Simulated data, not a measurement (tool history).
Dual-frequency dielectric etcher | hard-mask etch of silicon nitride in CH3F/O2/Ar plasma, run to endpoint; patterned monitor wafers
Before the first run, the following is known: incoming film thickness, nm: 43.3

run 1 hour=0 | source_power_(kW)=0.42 bias_power_(kW)=0.07 | endpoint_time_(s)=58.826
run 2 hour=5 | source_power_(kW)=0.44 bias_power_(kW)=0.072 | endpoint_time_(s)=56.679
run 3 hour=13.9 | source_power_(kW)=0.44 bias_power_(kW)=0.067 | endpoint_time_(s)=59.026
run 4 hour=18 | source_power_(kW)=0.44 bias_power_(kW)=0.062 | endpoint_time_(s)=61.508
run 5 hour=24.4 | source_power_(kW)=0.51 bias_power_(kW)=0.062 | endpoint_time_(s)=58.299
run 6 hour=33.2 | source_power_(kW)=0.52 bias_power_(kW)=0.065 | endpoint_time_(s)=56.623
run 7 hour=39.7 | source_power_(kW)=0.53 bias_power_(kW)=0.067 | endpoint_time_(s)=55.869
run 8 hour=48.2 | source_power_(kW)=0.54 bias_power_(kW)=0.07 | endpoint_time_(s)=54.112

Run 9 has not been measured yet. What should we expect?
run 9 hour=52.4 | source_power_(kW)=0.55 bias_power_(kW)=0.072 | endpoint_time_(s)=?

{"run 9": {"endpoint time (s)": 53.177}}
